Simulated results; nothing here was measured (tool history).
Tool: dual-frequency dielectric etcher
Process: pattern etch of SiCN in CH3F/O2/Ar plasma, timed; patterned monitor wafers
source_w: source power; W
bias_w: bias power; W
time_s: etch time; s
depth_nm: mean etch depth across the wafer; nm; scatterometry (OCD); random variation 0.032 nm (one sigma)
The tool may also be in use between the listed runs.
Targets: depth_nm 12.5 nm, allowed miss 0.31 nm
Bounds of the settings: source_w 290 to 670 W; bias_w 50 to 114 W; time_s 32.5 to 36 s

run,day,source_w,bias_w,time_s,depth_nm
1,0,480,82,36,14.333
2,0.175,560,82,36,15.258
3,0.542,530,82,36,14.898
4,0.692,530,72,36,14.543
5,0.725,530,84,36,14.971
6,0.917,530,89,36,15.22
7,0.942,490,86,36,14.627
8,1.092,460,84,36,14.134
9,1.292,440,83,36,13.899
10,1.554,420,82,36,13.577
11,1.879,410,81,36,13.429
12,2.038,400,80,36,13.149

4 next moves are on the table. One of them brings every result within its allowed miss. Which?
A,2.196,410,84,36,?
B,2.196,390,75,35,?
C,2.196,480,87,33.5,?
D,2.196,470,80,35,?

move,depth_nm
A,13.458
B,12.498
C,13.477
D,13.702
A: further off than the last run
B: meets every target
C: further off than the last run
D: further off than the last run
The right move is B.
